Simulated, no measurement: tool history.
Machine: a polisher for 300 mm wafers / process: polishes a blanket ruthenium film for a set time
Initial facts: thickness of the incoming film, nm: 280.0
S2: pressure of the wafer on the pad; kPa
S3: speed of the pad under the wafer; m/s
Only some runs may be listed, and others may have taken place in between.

run 1 day=0.000 | flow_of_slurry_(ml/min)=125 S2=15.9 S3=0.96 polishing_time_(s)=49 | film_removed_(angstrom)=592.06
run 2 day=0.371 | flow_of_slurry_(ml/min)=130 S2=17.9 S3=0.96 polishing_time_(s)=49 | film_removed_(angstrom)=651.27
run 3 day=0.604 | flow_of_slurry_(ml/min)=130 S2=17.9 S3=1.12 polishing_time_(s)=49 | film_removed_(angstrom)=776.28
run 4 day=0.946 | flow_of_slurry_(ml/min)=130 S2=19.3 S3=1.12 polishing_time_(s)=49 | film_removed_(angstrom)=807.37
run 5 day=1.242 | flow_of_slurry_(ml/min)=130 S2=15.9 S3=1.12 polishing_time_(s)=49 | film_removed_(angstrom)=682.74
run 6 day=1.346 | flow_of_slurry_(ml/min)=130 S2=15.9 S3=1.22 polishing_time_(s)=49 | film_removed_(angstrom)=735.56
run 7 day=1.683 | flow_of_slurry_(ml/min)=130 S2=17.2 S3=1.22 polishing_time_(s)=49 | film_removed_(angstrom)=808.20
run 8 day=1.979 | flow_of_slurry_(ml/min)=130 S2=17.9 S3=1.22 polishing_time_(s)=49 | film_removed_(angstrom)=822.56
run 9 day=2.012 | flow_of_slurry_(ml/min)=135 S2=18.6 S3=1.22 polishing_time_(s)=49 | film_removed_(angstrom)=852.25

Run 10, settings as shown, results not yet in. Your forecast:
run 10 day=2.204 | flow_of_slurry_(ml/min)=135 S2=19.3 S3=1.22 polishing_time_(s)=49 | film_removed_(angstrom)=?

{"run 10": {"film removed (angstrom)": 907.32}}

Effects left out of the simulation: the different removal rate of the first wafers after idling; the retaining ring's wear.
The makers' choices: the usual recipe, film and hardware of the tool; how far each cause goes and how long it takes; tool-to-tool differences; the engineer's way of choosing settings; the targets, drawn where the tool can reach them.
